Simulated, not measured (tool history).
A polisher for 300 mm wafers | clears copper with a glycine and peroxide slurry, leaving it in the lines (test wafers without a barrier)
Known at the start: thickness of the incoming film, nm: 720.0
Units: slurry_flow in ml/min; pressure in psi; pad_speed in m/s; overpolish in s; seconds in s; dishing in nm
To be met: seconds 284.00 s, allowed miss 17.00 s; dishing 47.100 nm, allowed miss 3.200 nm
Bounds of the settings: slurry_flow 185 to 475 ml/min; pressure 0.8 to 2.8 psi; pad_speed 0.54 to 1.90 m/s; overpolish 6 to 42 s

run	hour	slurry_flow	pressure	pad_speed	overpolish	seconds	dishing
1	0.0	305	1.8	1.22	21	208.54	48.556
2	1.4	305	1.7	1.20	22	222.77	48.073
3	2.6	305	1.6	1.18	23	228.51	48.775
4	6.4	305	1.6	1.32	23	201.09	50.692
5	11.9	305	1.6	1.32	28	210.49	57.447
6	17.6	305	1.6	1.32	23	207.23	51.621
7	25.4	305	1.4	1.30	24	229.61	48.383
8	33.4	305	1.3	1.28	25	240.06	47.349
9	39.8	305	1.2	1.26	26	256.22	47.455
10	48.7	305	1.2	1.26	27	250.36	48.889
11	56.7	305	1.1	1.24	28	260.52	47.121

Which of these 4 next moves meets every target?
A	64.7	265	0.9	1.30	36	?	?
B	64.7	310	1.1	1.36	19	?	?
C	64.7	310	1.1	1.14	28	?	?
D	64.7	240	1.5	0.72	31	?	?

move	seconds	dishing
A	285.96	53.212
B	249.93	38.240
C	279.39	46.927
D	320.68	47.507
A: brings the result that was furthest off to its target, and leaves another outside
B: further off than the last run
C: meets every target
D: takes the result that was furthest off past its target
The right move is C.
